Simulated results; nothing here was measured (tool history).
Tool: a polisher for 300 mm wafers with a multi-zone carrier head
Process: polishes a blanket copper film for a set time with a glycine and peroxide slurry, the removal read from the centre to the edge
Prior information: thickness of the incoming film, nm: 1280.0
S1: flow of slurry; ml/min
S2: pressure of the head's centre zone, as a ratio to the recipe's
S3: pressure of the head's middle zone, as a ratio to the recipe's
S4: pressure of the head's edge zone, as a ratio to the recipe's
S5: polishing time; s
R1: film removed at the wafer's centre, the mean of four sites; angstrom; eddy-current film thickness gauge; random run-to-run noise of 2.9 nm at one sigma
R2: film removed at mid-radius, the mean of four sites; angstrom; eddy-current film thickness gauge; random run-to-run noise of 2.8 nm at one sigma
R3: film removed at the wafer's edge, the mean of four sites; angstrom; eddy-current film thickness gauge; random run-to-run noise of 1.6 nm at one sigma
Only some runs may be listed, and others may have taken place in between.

{"run": 1, "hour": 0.0, "S1": 145, "S2": 1, "S3": 1, "S4": 1, "S5": 56, "R1": 2317.4, "R2": 2379, "R3": 2360.6}
{"run": 2, "hour": 7.8, "S1": 145, "S2": 1, "S3": 1.04, "S4": 1, "S5": 56, "R1": 2366.4, "R2": 2478.4, "R3": 2353.7}
{"run": 3, "hour": 10.3, "S1": 145, "S2": 1, "S3": 1.04, "S4": 1, "S5": 69, "R1": 2864.9, "R2": 3049.2, "R3": 2941.7}
{"run": 4, "hour": 17.2, "S1": 145, "S2": 1, "S3": 1.04, "S4": 0.92, "S5": 69, "R1": 2887.3, "R2": 3012.6, "R3": 2855.9}
{"run": 5, "hour": 21.6, "S1": 145, "S2": 0.92, "S3": 1.04, "S4": 0.92, "S5": 69, "R1": 2660.1, "R2": 3086.6, "R3": 2819.8}
{"run": 6, "hour": 23.7, "S1": 150, "S2": 0.96, "S3": 1.07, "S4": 0.88, "S5": 63, "R1": 2568.9, "R2": 2888.2, "R3": 2554}
{"run": 7, "hour": 27.2, "S1": 150, "S2": 0.99, "S3": 1.09, "S4": 0.86, "S5": 58, "R1": 2423.5, "R2": 2614.6, "R3": 2367}
{"run": 8, "hour": 33.3, "S1": 150, "S2": 0.99, "S3": 1.09, "S4": 0.86, "S5": 58, "R1": 2434.5, "R2": 2674.2, "R3": 2334.4}
{"run": 9, "hour": 33.9, "S1": 145, "S2": 1.02, "S3": 1.11, "S4": 0.84, "S5": 55, "R1": 2358.5, "R2": 2513.6, "R3": 2169.9}
{"run": 10, "hour": 39.0, "S1": 130, "S2": 1.03, "S3": 1.12, "S4": 0.83, "S5": 54, "R1": 2191.1, "R2": 2485.5, "R3": 2137}
{"run": 11, "hour": 42.9, "S1": 135, "S2": 1.04, "S3": 1.13, "S4": 0.82, "S5": 52, "R1": 2230.1, "R2": 2435.1, "R3": 2036}

Predict the results of run 12:
{"run": 12, "hour": 45.4, "S1": 135, "S2": 1.05, "S3": 1.13, "S4": 0.82, "S5": 51, "R1": "?", "R2": "?", "R3": "?"}

Run 12 yielded R1 2170.9 angstrom, R2 2349.7 angstrom, R3 2035.3 angstrom.
